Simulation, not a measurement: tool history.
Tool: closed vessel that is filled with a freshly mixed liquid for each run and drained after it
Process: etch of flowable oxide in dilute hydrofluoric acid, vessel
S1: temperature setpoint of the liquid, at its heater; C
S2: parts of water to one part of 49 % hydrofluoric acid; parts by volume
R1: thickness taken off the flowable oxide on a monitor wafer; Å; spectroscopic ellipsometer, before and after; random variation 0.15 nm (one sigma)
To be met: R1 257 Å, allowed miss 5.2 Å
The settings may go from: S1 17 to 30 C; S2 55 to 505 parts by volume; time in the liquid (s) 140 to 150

{"run": 1, "hour": 0.0, "S1": 22, "S2": 280, "time in the liquid (s)": 140, "R1": 145.08}
{"run": 2, "hour": 6.0, "S1": 24.5, "S2": 255, "time in the liquid (s)": 140, "R1": 176.5}
{"run": 3, "hour": 6.6, "S1": 21, "S2": 255, "time in the liquid (s)": 140, "R1": 155.96}
{"run": 4, "hour": 10.1, "S1": 21, "S2": 210, "time in the liquid (s)": 140, "R1": 200.11}
{"run": 5, "hour": 15.4, "S1": 18, "S2": 210, "time in the liquid (s)": 140, "R1": 178.76}
{"run": 6, "hour": 19.3, "S1": 18, "S2": 210, "time in the liquid (s)": 140, "R1": 177.65}
{"run": 7, "hour": 23.5, "S1": 21.5, "S2": 210, "time in the liquid (s)": 140, "R1": 201.97}
{"run": 8, "hour": 28.6, "S1": 24, "S2": 210, "time in the liquid (s)": 140, "R1": 222.74}
{"run": 9, "hour": 31.9, "S1": 24, "S2": 210, "time in the liquid (s)": 140, "R1": 221.81}
{"run": 10, "hour": 37.2, "S1": 25.5, "S2": 210, "time in the liquid (s)": 140, "R1": 234.45}
{"run": 11, "hour": 39.6, "S1": 26.5, "S2": 210, "time in the liquid (s)": 140, "R1": 245.19}
{"run": 12, "hour": 46.8, "S1": 26.5, "S2": 210, "time in the liquid (s)": 140, "R1": 243.75}
{"hour": 50.4, "done": "hydrofluoric acid flow meter replaced"}
{"run": 13, "hour": 50.4, "S1": 27, "S2": 210, "time in the liquid (s)": 140, "R1": 268.88}
{"run": 14, "hour": 51.7, "S1": 26.5, "S2": 210, "time in the liquid (s)": 140, "R1": 267.27}

5 next moves are on the table. One of them brings every result within its allowed miss. Which?
{"run": "A", "hour": 53.0, "S1": 27.5, "S2": 210, "time in the liquid (s)": 140, "R1": "?"}
{"run": "B", "hour": 53.0, "S1": 23, "S2": 205, "time in the liquid (s)": 150, "R1": "?"}
{"run": "C", "hour": 53.0, "S1": 26.5, "S2": 210, "time in the liquid (s)": 145, "R1": "?"}
{"run": "D", "hour": 53.0, "S1": 25, "S2": 190, "time in the liquid (s)": 140, "R1": "?"}
{"run": "E", "hour": 53.0, "S1": 25, "S2": 200, "time in the liquid (s)": 150, "R1": "?"}

move=A R1=277.07
move=B R1=259.73
move=C R1=276.96
move=D R1=286.25
move=E R1=288.15
A: further off than the last run
B: meets every target
C: further off than the last run
D: further off than the last run
E: further off than the last run
Answer: B
